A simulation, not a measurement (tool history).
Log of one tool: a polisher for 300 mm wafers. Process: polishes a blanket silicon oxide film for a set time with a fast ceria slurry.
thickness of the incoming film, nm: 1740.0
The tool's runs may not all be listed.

run    day  flow of slurry (ml/min)  pressure of the wafer on the pad (psi)  speed of the pad under the wafer (m/s)  polishing time (s)  film removed (angstrom)
  1      0                      315                                     3.3                                    1.06                  40                   5868.4
  2  0.338                      315                                       4                                    1.06                  40                   6666.9
  3  0.517                      315                                       4                                    1.06                  42                   7150.4
  4   0.55                      315                                     3.5                                    1.04                  42                   6268.8
  5  0.629                      355                                     3.5                                    1.04                  42                   6453.6
  6  0.925                      350                                     3.1                                    1.02                  42                   5740.5
  7  1.008                      350                                     2.8                                    1.02                  42                   5255.2
  8  1.358                      350                                     2.6                                    1.02                  42                   4990.5

What does the tool deliver on the next run?
  9  1.604                      350                                     2.5                                    1.02                  42                        ?

film removed (angstrom): 4865.9
